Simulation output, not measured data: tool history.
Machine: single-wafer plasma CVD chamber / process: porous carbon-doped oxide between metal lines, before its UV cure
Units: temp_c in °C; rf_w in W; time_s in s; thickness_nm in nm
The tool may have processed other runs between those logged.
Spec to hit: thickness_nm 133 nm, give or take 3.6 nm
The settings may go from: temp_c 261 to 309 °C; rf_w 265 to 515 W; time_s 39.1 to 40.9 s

run	hour	temp_c	rf_w	time_s	thickness_nm
1	0	285	390	40.9	189.63
2	7	290	360	40.5	165.75
3	11.3	294	350	40.4	156.74
4	17.7	297	345	40.3	150.8
5	21.6	297	345	40.9	152.39
6	24.3	300	340	40.8	148.26
7	31.4	302	335	40.7	143.69
8	32.9	304	330	40.7	140.15

Of the 4 settings listed for the next run, only one would bring every result within its allowed miss of target. Which one?
A	34.4	306	310	39.1	?
B	34.4	302	340	39.9	?
C	34.4	308	335	39.5	?
D	34.4	306	315	39.1	?

move	thickness_nm
A	122.2
B	141.01
C	132.48
D	124.36
A: moves the result that the last run missed by most past its target, out the other side
B: its largest miss is bigger than the last run's
C: all results in spec
D: moves the result that the last run missed by most past its target, out the other side
Correct choice: C, which meets every target

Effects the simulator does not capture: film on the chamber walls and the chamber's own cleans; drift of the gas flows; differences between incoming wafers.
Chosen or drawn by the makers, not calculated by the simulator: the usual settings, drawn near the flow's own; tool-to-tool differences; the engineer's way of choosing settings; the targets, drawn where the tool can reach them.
